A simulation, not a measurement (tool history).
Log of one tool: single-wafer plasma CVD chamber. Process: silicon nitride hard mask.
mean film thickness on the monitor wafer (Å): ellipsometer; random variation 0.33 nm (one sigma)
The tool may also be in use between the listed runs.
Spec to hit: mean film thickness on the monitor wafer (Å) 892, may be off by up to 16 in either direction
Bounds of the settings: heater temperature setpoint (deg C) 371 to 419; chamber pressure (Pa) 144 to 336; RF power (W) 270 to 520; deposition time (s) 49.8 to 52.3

| run | hour | heater temperature setpoint (deg C) | chamber pressure (Pa) | RF power (W) | deposition time (s) | mean film thickness on the monitor wafer (Å) |
|---|---|---|---|---|---|---|
| 1 | 0 | 395 | 240 | 395 | 52.3 | 770.23 |
| 2 | 1.8 | 395 | 251 | 400 | 52.3 | 789.02 |
| 3 | 9 | 395 | 260 | 405 | 52.3 | 801.03 |
| 4 | 11.7 | 395 | 260 | 405 | 49.8 | 764.45 |
| 5 | 14.9 | 395 | 260 | 405 | 52.3 | 804.72 |
| 6 | 20.8 | 395 | 236 | 405 | 52.3 | 783.72 |
| 7 | 28.6 | 395 | 245 | 410 | 52.3 | 803.12 |
| 8 | 37.1 | 395 | 252 | 415 | 52.3 | 810.91 |
| 9 | 41.4 | 395 | 260 | 420 | 52.3 | 830.29 |
| 10 | 42.7 | 395 | 267 | 420 | 52.3 | 828.63 |
| 11 | 51.3 | 395 | 273 | 420 | 52.3 | 835.16 |
| 12 | 55.2 | 395 | 279 | 420 | 52.3 | 847.66 |
| 13 | 62.9 | 395 | 283 | 420 | 52.3 | 849.13 |
| 14 | 67.3 | 395 | 287 | 420 | 52.3 | 842.86 |
| 15 | 73 | 395 | 291 | 420 | 52.3 | 851.62 |
| 16 | 74.9 | 395 | 295 | 420 | 52.3 | 845.65 |
| 17 | 82.6 | 395 | 295 | 420 | 52.3 | 856.54 |
| 18 | 89.1 | 395 | 299 | 420 | 52.3 | 857.77 |
| 19 | 96.5 | 395 | 303 | 420 | 52.3 | 858.86 |
| 20 | 98.7 | 395 | 305 | 420 | 52.3 | 860.52 |

Of the 5 settings listed for the next run, only one would bring every result within its allowed miss of target. Which one?
| A | 100.9 | 393 | 320 | 410 | 52.3 | ? |
| B | 100.9 | 398 | 309 | 420 | 51.7 | ? |
| C | 100.9 | 388 | 289 | 415 | 51.4 | ? |
| D | 100.9 | 394 | 300 | 425 | 50.4 | ? |
| E | 100.9 | 402 | 269 | 485 | 50.2 | ? |

| move | mean film thickness on the monitor wafer (Å) |
|---|---|
| A | 854.23 |
| B | 851.75 |
| C | 829.28 |
| D | 833.61 |
| E | 887.95 |
A: further off than the last run
B: further off than the last run
C: further off than the last run
D: further off than the last run
E: in spec on every target
Go with E: it meets all targets.
